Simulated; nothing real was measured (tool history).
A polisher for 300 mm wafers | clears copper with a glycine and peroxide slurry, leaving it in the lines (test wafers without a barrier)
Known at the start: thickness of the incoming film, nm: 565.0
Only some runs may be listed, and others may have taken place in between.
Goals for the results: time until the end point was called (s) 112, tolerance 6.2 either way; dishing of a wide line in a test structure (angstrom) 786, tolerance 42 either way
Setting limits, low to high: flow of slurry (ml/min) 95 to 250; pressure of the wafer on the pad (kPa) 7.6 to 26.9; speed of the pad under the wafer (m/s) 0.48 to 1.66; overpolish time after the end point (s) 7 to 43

run,hour,flow of slurry (ml/min),pressure of the wafer on the pad (kPa),speed of the pad under the wafer (m/s),overpolish time after the end point (s),time until the end point was called (s),dishing of a wide line in a test structure (angstrom)
1,0,160,17.2,1.06,22,94.525,953.18
2,9,160,17.2,1.24,22,83.081,1027.4
3,17.1,160,17.2,1.24,28,80.804,1238.9
4,19.4,160,17.2,1.24,23,83.262,1072.7
5,21.1,160,15.9,1.24,22,90.729,969.7
6,23.5,160,15.2,1.24,22,91.932,956.62
7,31.6,160,14.5,1.24,22,97.694,917.73
8,39.3,160,13.8,1.24,22,101.1,873.98
9,46.7,160,13.1,1.24,22,100.34,853.33

Pick the move, out of 5, that brings all results within their allowed miss; only one does.
A,54.1,145,11,1.1,22,?,?
B,54.1,205,13.1,0.88,28,?,?
C,54.1,170,11.7,1.32,27,?,?
D,54.1,165,14.5,1,21,?,?
E,54.1,140,13.8,1.24,22,?,?

move,time until the end point was called (s),dishing of a wide line in a test structure (angstrom)
A,135.6,714.75
B,129.22,913.25
C,112.06,961.04
D,114.3,804.17
E,106.25,873.17
A: moves the result that the last run missed by most past its target, out the other side
B: moves the result that the last run missed by most past its target, out the other side
C: corrects the largest miss of the last run, while another result sits out of spec
D: hits every target within its allowed miss
E: corrects the largest miss of the last run, while another result sits out of spec
So the answer is move D, the one that meets all the targets.
